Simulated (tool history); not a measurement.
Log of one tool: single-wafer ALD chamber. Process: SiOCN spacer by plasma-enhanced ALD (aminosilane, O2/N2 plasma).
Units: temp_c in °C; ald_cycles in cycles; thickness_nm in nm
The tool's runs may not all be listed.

run 1 hour=0 | temp_c=415 ald_cycles=105 | thickness_nm=5.7674
run 2 hour=8.1 | temp_c=416 ald_cycles=103 | thickness_nm=5.6055
run 3 hour=16.2 | temp_c=408 ald_cycles=103 | thickness_nm=5.7516
run 4 hour=23.3 | temp_c=408 ald_cycles=95 | thickness_nm=5.2998
run 5 hour=27.7 | temp_c=409 ald_cycles=94 | thickness_nm=5.2287
run 6 hour=33.5 | temp_c=410 ald_cycles=93 | thickness_nm=5.1411
-- hour=38.2 thermocouple changed; heater temperature recalibrated
run 7 hour=38.2 | temp_c=411 ald_cycles=92 | thickness_nm=5.0132
run 8 hour=43 | temp_c=412 ald_cycles=92 | thickness_nm=4.9892

Forecast run 9:
run 9 hour=44.2 | temp_c=413 ald_cycles=92 | thickness_nm=?

Run 9 gave thickness_nm 4.9796 nm.
